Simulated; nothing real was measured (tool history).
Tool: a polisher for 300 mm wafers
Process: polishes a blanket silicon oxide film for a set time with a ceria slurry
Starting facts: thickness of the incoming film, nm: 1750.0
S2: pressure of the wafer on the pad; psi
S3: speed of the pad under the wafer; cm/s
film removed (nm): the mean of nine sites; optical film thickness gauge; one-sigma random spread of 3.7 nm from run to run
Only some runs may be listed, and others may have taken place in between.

run 1 day=0 | flow_of_slurry_(ml/min)=185 S2=3.7 S3=126 polishing_time_(s)=77 | film_removed_(nm)=461.21
run 2 day=0.338 | flow_of_slurry_(ml/min)=225 S2=3.7 S3=126 polishing_time_(s)=77 | film_removed_(nm)=473.07
run 3 day=0.508 | flow_of_slurry_(ml/min)=230 S2=3.8 S3=126 polishing_time_(s)=77 | film_removed_(nm)=487.18
run 4 day=0.871 | flow_of_slurry_(ml/min)=230 S2=4.7 S3=126 polishing_time_(s)=77 | film_removed_(nm)=583.1
run 5 day=0.975 | flow_of_slurry_(ml/min)=185 S2=4.7 S3=126 polishing_time_(s)=77 | film_removed_(nm)=565.48
run 6 day=1.046 | flow_of_slurry_(ml/min)=180 S2=4.7 S3=126 polishing_time_(s)=77 | film_removed_(nm)=569.82

The next listed run, before its measurement:
run 7 day=1.392 | flow_of_slurry_(ml/min)=180 S2=4.6 S3=126 polishing_time_(s)=77 | film_removed_(nm)=?

film removed (nm): 554.3

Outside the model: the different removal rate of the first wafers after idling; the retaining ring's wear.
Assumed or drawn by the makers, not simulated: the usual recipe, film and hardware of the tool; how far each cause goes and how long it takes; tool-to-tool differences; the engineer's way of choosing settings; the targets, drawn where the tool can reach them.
